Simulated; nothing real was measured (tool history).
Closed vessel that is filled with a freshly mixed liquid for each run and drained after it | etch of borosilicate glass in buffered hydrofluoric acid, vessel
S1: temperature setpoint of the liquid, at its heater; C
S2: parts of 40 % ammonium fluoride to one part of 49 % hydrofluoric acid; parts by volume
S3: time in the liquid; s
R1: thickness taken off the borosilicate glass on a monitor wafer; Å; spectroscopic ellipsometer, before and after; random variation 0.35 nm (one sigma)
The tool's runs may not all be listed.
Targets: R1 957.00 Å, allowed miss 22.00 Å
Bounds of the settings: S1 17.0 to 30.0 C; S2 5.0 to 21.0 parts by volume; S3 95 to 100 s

run	hour	S1	S2	S3	R1
1	0.0	22.0	13.0	95	778.69
2	8.7	23.0	13.0	95	817.50
3	10.5	20.5	13.0	95	721.30
4	18.2	22.0	13.0	95	776.57
5	18.9	25.0	13.0	95	924.06
6	21.2	25.0	11.0	95	1079.50
7	25.5	24.5	11.0	95	1054.70
8	29.5	24.0	11.0	95	1028.60
9	31.4	23.5	11.0	95	998.75

5 next moves are on the table. One of them brings every result within its allowed miss. Which?
A	33.3	24.5	12.0	100	?
B	33.3	23.0	10.5	100	?
C	33.3	24.0	13.0	100	?
D	33.3	22.5	10.0	95	?
E	33.3	25.5	13.5	100	?

move	R1
A	1016.70
B	1070.30
C	914.58
D	1038.60
E	954.53
A: further off than the last run
B: further off than the last run
C: takes the result that was furthest off past its target
D: further off than the last run
E: meets every target
The right move is E.

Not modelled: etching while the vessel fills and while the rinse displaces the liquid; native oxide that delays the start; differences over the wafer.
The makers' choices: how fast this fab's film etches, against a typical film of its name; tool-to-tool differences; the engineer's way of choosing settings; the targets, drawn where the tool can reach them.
